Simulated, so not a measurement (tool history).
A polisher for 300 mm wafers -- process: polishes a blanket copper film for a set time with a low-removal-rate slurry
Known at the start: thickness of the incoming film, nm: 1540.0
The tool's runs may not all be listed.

run  hour  flow of slurry (ml/min)  pressure of the wafer on the pad (psi)  speed of the pad under the wafer (cm/s)  abrasive content of the slurry  polishing time (s)  film removed (nm)
  1   0.0                      175                                     2.4                                      108                             1.0                  85             257.07
  2   7.9                      165                                     2.2                                      108                             1.0                  85             238.36
  3  10.0                      160                                     2.0                                      108                             1.0                  85             221.18
  4  15.3                      160                                     2.4                                      108                             1.0                  85             251.67
  5  19.5                      160                                     2.9                                      108                             1.0                  85             293.24
  6  23.3                      150                                     2.6                                      108                             1.0                  85             267.90
  7  30.4                      150                                     2.0                                      106                             1.0                  85             216.73
  8  38.5                      150                                     2.0                                      106                             1.0                  85             215.86
  9  42.5                      145                                     1.9                                      106                             1.0                  85             206.62
 10  49.9                      140                                     1.9                                      106                             1.0                  85             206.04

Run 11 comes next. What will it give?
 11  58.4                      135                                     1.9                                      106                             1.0                  85                  ?

{"run 11": {"film removed (nm)": 206.65}}
